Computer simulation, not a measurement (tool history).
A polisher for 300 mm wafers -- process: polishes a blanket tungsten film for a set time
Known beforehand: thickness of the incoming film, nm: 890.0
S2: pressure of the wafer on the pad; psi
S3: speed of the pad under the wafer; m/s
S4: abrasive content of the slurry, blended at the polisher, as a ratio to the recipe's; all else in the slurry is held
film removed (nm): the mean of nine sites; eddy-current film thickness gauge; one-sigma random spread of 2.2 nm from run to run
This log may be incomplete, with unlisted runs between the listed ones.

run 1 hour=0 | flow_of_slurry_(ml/min)=250 S2=2.4 S3=0.88 S4=1 polishing_time_(s)=76 | film_removed_(nm)=177.25
run 2 hour=8.3 | flow_of_slurry_(ml/min)=250 S2=2.5 S3=0.88 S4=1 polishing_time_(s)=76 | film_removed_(nm)=181.88
run 3 hour=16.7 | flow_of_slurry_(ml/min)=250 S2=2.6 S3=0.88 S4=1 polishing_time_(s)=76 | film_removed_(nm)=190.71
run 4 hour=19.9 | flow_of_slurry_(ml/min)=250 S2=2.6 S3=0.88 S4=1 polishing_time_(s)=76 | film_removed_(nm)=191.9
run 5 hour=23.9 | flow_of_slurry_(ml/min)=200 S2=2.6 S3=0.88 S4=1 polishing_time_(s)=76 | film_removed_(nm)=185.71
run 6 hour=30.5 | flow_of_slurry_(ml/min)=170 S2=2.6 S3=0.88 S4=1 polishing_time_(s)=76 | film_removed_(nm)=180.08
run 7 hour=37.7 | flow_of_slurry_(ml/min)=180 S2=2.7 S3=0.88 S4=1 polishing_time_(s)=76 | film_removed_(nm)=189.06

What will run 8 give?
run 8 hour=43.5 | flow_of_slurry_(ml/min)=190 S2=2.8 S3=0.88 S4=1 polishing_time_(s)=76 | film_removed_(nm)=?

film removed (nm): 203.15
